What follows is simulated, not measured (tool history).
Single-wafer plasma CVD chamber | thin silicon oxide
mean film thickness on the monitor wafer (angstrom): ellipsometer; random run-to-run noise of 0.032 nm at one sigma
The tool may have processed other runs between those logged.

| run | hour | heater temperature setpoint (deg C) | chamber pressure (Torr) | RF power (W) | deposition time (s) | mean film thickness on the monitor wafer (angstrom) |
|---|---|---|---|---|---|---|
| 1 | 0 | 390 | 0.996 | 295 | 5.7 | 130.78 |
| 2 | 3.7 | 398 | 0.996 | 295 | 5.7 | 130.16 |
| 3 | 5.4 | 398 | 1.03 | 295 | 5.7 | 134.02 |
| 4 | 6.4 | 398 | 1.051 | 295 | 5.7 | 135.82 |
| 5 | 9.4 | 398 | 0.957 | 295 | 5.7 | 124.77 |
| 6 | 11.8 | 396 | 0.997 | 295 | 5.7 | 130.04 |
| 7 | 19.1 | 396 | 1.027 | 295 | 5.7 | 133.83 |

Run 8 has not been measured yet. What should we expect?
| 8 | 24.8 | 395 | 1.045 | 295 | 5.7 | ? |

mean film thickness on the monitor wafer (angstrom): 136
